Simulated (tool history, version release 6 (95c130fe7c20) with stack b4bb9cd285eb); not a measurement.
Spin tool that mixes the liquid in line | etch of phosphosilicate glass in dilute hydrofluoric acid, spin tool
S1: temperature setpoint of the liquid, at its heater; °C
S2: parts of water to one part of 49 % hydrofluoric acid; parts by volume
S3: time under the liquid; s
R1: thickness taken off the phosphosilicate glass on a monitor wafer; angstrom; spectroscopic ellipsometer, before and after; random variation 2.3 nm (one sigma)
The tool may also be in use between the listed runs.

run  hour    S1   S2   S3      R1
  1     0    21  245  290   757.9
  2   0.7    21  295  290  608.28
  3   5.6    21  220  290  868.29
  4  10.1    23  180  290  1179.7
  5    12  24.5  155  290  1501.7
  6  19.1  24.5  155  290  1510.5
  7  20.8  25.5  145  290  1679.1

Forecast run 8:
  8  26.9  26.5  135  290   ?

{"run 8": {"R1": 1887.2}}
